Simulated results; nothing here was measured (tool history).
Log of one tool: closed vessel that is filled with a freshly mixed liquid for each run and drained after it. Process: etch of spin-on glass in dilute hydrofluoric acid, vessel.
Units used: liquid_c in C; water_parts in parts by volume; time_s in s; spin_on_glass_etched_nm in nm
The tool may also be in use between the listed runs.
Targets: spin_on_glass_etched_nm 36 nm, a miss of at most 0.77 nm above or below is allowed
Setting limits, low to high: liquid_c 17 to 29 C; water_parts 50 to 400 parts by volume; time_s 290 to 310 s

{"run": 1, "hour": 0.0, "liquid_c": 21, "water_parts": 225, "time_s": 290, "spin_on_glass_etched_nm": 48.668}
{"run": 2, "hour": 1.1, "liquid_c": 20.5, "water_parts": 230, "time_s": 290, "spin_on_glass_etched_nm": 46.336}
{"run": 3, "hour": 6.4, "liquid_c": 22.5, "water_parts": 230, "time_s": 290, "spin_on_glass_etched_nm": 50.115}
{"run": 4, "hour": 12.1, "liquid_c": 21.5, "water_parts": 235, "time_s": 290, "spin_on_glass_etched_nm": 46.984}
{"hour": 20.8, "done": "hydrofluoric acid flow meter replaced"}
{"run": 5, "hour": 20.8, "liquid_c": 25, "water_parts": 235, "time_s": 290, "spin_on_glass_etched_nm": 48.299}
{"run": 6, "hour": 26.9, "liquid_c": 24.5, "water_parts": 245, "time_s": 290, "spin_on_glass_etched_nm": 44.323}
{"run": 7, "hour": 27.9, "liquid_c": 24, "water_parts": 250, "time_s": 290, "spin_on_glass_etched_nm": 42.395}
{"run": 8, "hour": 32.2, "liquid_c": 23.5, "water_parts": 255, "time_s": 290, "spin_on_glass_etched_nm": 41.114}

Next run, 5 choices. One meets every target within its allowed miss, the rest don't. Which?
{"run": "A", "hour": 36.5, "liquid_c": 20, "water_parts": 235, "time_s": 310, "spin_on_glass_etched_nm": "?"}
{"run": "B", "hour": 36.5, "liquid_c": 26, "water_parts": 320, "time_s": 310, "spin_on_glass_etched_nm": "?"}
{"run": "C", "hour": 36.5, "liquid_c": 22.5, "water_parts": 225, "time_s": 290, "spin_on_glass_etched_nm": "?"}
{"run": "D", "hour": 36.5, "liquid_c": 26, "water_parts": 320, "time_s": 290, "spin_on_glass_etched_nm": "?"}
{"run": "E", "hour": 36.5, "liquid_c": 23.5, "water_parts": 230, "time_s": 310, "spin_on_glass_etched_nm": "?"}

move=A spin_on_glass_etched_nm=42.41
move=B spin_on_glass_etched_nm=35.512
move=C spin_on_glass_etched_nm=45.948
move=D spin_on_glass_etched_nm=33.221
move=E spin_on_glass_etched_nm=49.593
A: misses by more than the last run did
B: each result inside its tolerance
C: misses by more than the last run did
D: takes the result that was furthest off past its target
E: misses by more than the last run did
The right move is B.
